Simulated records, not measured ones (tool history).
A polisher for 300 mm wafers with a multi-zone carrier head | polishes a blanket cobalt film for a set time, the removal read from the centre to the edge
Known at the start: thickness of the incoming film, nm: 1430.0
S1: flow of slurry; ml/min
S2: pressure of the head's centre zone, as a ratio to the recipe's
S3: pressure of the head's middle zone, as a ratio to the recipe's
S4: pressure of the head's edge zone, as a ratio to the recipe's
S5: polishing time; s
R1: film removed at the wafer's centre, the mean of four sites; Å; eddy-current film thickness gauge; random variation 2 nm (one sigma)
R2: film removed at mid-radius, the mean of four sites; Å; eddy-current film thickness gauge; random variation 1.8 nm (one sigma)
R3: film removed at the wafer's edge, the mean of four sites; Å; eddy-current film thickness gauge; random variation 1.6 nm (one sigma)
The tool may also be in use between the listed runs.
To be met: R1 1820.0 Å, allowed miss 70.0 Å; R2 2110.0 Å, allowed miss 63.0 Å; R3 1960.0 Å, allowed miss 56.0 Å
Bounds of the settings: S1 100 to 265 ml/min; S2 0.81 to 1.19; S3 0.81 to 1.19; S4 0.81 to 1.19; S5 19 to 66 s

Run 1, hour 0.0: S1 170 ml/min, S2 1.00, S3 1.00, S4 1.00, S5 42 s. Result: R1 2226.2 Å, R2 2251.9 Å, R3 2341.5 Å.
Run 2, hour 8.5: S1 170 ml/min, S2 1.00, S3 1.00, S4 1.00, S5 35 s. Result: R1 1850.3 Å, R2 1860.5 Å, R3 1954.0 Å.
Run 3, hour 16.0: S1 175 ml/min, S2 0.99, S3 1.02, S4 0.99, S5 35 s. Result: R1 1892.2 Å, R2 1890.5 Å, R3 1921.5 Å.
Run 4, hour 20.7: S1 175 ml/min, S2 0.99, S3 0.96, S4 0.99, S5 35 s. Result: R1 1864.3 Å, R2 1849.2 Å, R3 1917.9 Å.
Run 5, hour 24.9: S1 175 ml/min, S2 0.99, S3 0.96, S4 0.99, S5 44 s. Result: R1 2374.8 Å, R2 2327.2 Å, R3 2467.7 Å.
Run 6, hour 32.0: S1 175 ml/min, S2 0.99, S3 0.96, S4 0.99, S5 52 s. Result: R1 2728.0 Å, R2 2702.9 Å, R3 2858.6 Å.
Run 7, hour 39.9: S1 175 ml/min, S2 0.96, S3 0.97, S4 0.96, S5 50 s. Result: R1 2564.3 Å, R2 2646.2 Å, R3 2741.6 Å.
Run 8, hour 47.0: S1 175 ml/min, S2 0.95, S3 0.98, S4 0.94, S5 48 s. Result: R1 2478.7 Å, R2 2549.1 Å, R3 2634.8 Å.
Run 9, hour 51.4: S1 180 ml/min, S2 0.94, S3 1.01, S4 0.93, S5 46 s. Result: R1 2382.1 Å, R2 2525.8 Å, R3 2539.4 Å.
Run 10, hour 59.9: S1 175 ml/min, S2 0.93, S3 1.02, S4 0.91, S5 44 s. Result: R1 2232.2 Å, R2 2427.0 Å, R3 2351.8 Å.
Run 11, hour 65.3: S1 175 ml/min, S2 0.93, S3 1.02, S4 0.91, S5 44 s. Result: R1 2217.7 Å, R2 2385.9 Å, R3 2323.9 Å.
Run 12, hour 73.3: S1 130 ml/min, S2 0.86, S3 1.03, S4 0.81, S5 39 s. Result: R1 1699.4 Å, R2 1951.2 Å, R3 1855.2 Å.
At hour 74.8: slurry nozzle cleaned.
Run 13, hour 74.8: S1 135 ml/min, S2 0.86, S3 1.03, S4 0.81, S5 39 s. Result: R1 1978.8 Å, R2 2210.9 Å, R3 2020.7 Å.
Run 14, hour 80.7: S1 130 ml/min, S2 0.86, S3 1.03, S4 0.81, S5 39 s. Result: R1 1929.6 Å, R2 2191.7 Å, R3 2016.8 Å.
Run 15, hour 86.1: S1 130 ml/min, S2 0.85, S3 1.03, S4 0.81, S5 39 s. Result: R1 1904.0 Å, R2 2184.5 Å, R3 2034.2 Å.
Run 16, hour 93.0: S1 125 ml/min, S2 0.85, S3 1.03, S4 0.81, S5 39 s. Result: R1 1857.4 Å, R2 2169.2 Å, R3 2037.3 Å.

Which of these 4 next moves meets every target?
Run A, hour 99.9: S1 155 ml/min, S2 0.86, S3 1.14, S4 0.81, S5 36 s. Result: R1 ?, R2 ?, R3 ?.
Run B, hour 99.9: S1 140 ml/min, S2 0.84, S3 1.02, S4 0.83, S5 37 s. Result: R1 ?, R2 ?, R3 ?.
Run C, hour 99.9: S1 155 ml/min, S2 0.81, S3 1.04, S4 0.81, S5 38 s. Result: R1 ?, R2 ?, R3 ?.
Run D, hour 99.9: S1 145 ml/min, S2 0.84, S3 1.19, S4 0.81, S5 37 s. Result: R1 ?, R2 ?, R3 ?.

move      R1      R2      R3
   A  1829.8  2283.1  1908.5
   B  1799.1  2136.0  1953.5
   C  1842.2  2271.5  2016.5
   D  1817.1  2380.0  1940.5
A: brings the result that was furthest off to its target, and leaves another outside
B: meets every target
C: further off than the last run
D: brings the result that was furthest off to its target, and leaves another outside
Move B is the one to make.
